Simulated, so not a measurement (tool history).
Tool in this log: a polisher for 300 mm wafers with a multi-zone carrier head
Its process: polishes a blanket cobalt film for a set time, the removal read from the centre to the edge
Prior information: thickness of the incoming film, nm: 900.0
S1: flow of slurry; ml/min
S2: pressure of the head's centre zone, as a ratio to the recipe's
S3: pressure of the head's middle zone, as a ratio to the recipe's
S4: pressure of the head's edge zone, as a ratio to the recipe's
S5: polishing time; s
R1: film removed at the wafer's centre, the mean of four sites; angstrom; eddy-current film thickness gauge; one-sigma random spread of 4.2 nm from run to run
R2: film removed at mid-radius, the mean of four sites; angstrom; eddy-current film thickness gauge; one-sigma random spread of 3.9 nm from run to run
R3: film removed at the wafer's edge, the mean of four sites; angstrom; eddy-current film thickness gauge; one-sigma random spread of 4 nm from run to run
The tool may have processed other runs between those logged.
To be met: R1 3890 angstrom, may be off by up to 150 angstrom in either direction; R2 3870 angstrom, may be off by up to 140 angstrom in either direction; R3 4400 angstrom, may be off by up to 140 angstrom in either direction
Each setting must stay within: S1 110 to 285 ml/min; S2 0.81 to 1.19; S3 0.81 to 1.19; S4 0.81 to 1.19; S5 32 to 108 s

run,hour,S1,S2,S3,S4,S5,R1,R2,R3
1,0,180,1,1,1,70,3444.1,3334.4,3292.8
2,8.7,180,1,1.08,1,70,3440.2,3653.6,3400.7
3,13.1,180,0.99,1.06,1.03,72,3481,3686.8,3451.2
4,15,180,0.99,1.06,0.94,72,3458.8,3599.3,3370.3
5,16.8,180,0.99,1,0.94,72,3503.1,3522.9,3351.2
6,18.4,205,0.99,1,0.94,72,3552.8,3531.7,3392.2
7,24.6,230,0.93,0.94,1.04,83,3877.7,3911.5,4175.1
8,32.6,230,0.93,0.94,1.04,83,3869.5,4006.9,4093.4

Which of these 4 next moves meets every target?
A,40.6,215,0.89,0.87,1.08,87,?,?,?
B,40.6,210,0.95,0.95,1.15,81,?,?,?
C,40.6,250,0.98,0.97,1.09,86,?,?,?
D,40.6,145,0.9,1.09,1.1,86,?,?,?

move,R1,R2,R3
A,3894.8,3931.4,4345.4
B,3861.2,3923.9,4136.8
C,4335.6,4333.2,4366.5
D,3627.4,4404.4,4117.5
A: in spec on every target
B: closes in on the targets versus the last run, not all within tolerance yet
C: meets the target for the result that was furthest off, but another lies outside its allowed miss
D: further off than the last run
So the answer is move A, the one that meets all the targets.

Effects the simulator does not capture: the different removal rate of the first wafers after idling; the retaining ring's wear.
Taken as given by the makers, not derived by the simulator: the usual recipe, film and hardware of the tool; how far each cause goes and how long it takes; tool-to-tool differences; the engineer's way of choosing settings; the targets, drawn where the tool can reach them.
